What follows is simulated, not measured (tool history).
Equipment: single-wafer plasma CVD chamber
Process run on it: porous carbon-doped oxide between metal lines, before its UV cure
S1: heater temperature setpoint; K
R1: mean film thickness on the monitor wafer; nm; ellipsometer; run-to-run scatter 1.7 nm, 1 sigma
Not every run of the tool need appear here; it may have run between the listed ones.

run 1 day=0.000 | S1=588.15 RF_power_(W)=485 deposition_time_(s)=59.2 | R1=303.91
run 2 day=0.025 | S1=597.15 RF_power_(W)=485 deposition_time_(s)=59.2 | R1=293.22
run 3 day=0.342 | S1=597.15 RF_power_(W)=485 deposition_time_(s)=61.1 | R1=302.44
run 4 day=0.700 | S1=588.15 RF_power_(W)=485 deposition_time_(s)=61.1 | R1=315.43
run 5 day=0.996 | S1=586.15 RF_power_(W)=490 deposition_time_(s)=61.1 | R1=315.73
run 6 day=1.212 | S1=584.15 RF_power_(W)=500 deposition_time_(s)=61.1 | R1=328.53
run 7 day=1.383 | S1=582.15 RF_power_(W)=505 deposition_time_(s)=61.1 | R1=329.29
run 8 day=1.412 | S1=581.15 RF_power_(W)=510 deposition_time_(s)=61.1 | R1=335.50

For run 9, what comes out?
run 9 day=1.508 | S1=581.15 RF_power_(W)=510 deposition_time_(s)=61.1 | R1=?

Run 9 yielded R1 333.51 nm.
